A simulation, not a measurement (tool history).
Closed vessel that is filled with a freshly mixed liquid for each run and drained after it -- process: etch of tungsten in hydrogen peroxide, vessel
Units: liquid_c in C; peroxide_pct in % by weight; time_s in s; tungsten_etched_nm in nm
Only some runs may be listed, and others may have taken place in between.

run	hour	liquid_c	peroxide_pct	time_s	tungsten_etched_nm
1	0.0	56.0	21.0	30	88.150
2	3.4	54.5	21.0	30	79.523
3	6.2	54.5	17.5	30	71.995
4	11.5	53.5	17.5	30	67.491
5	12.9	53.5	17.5	30	68.105
6	17.5	53.5	17.5	30	67.520

Predict the results of run 7:
7	19.2	52.5	17.5	30	?

{"run 7": {"tungsten_etched_nm": 63.052}}

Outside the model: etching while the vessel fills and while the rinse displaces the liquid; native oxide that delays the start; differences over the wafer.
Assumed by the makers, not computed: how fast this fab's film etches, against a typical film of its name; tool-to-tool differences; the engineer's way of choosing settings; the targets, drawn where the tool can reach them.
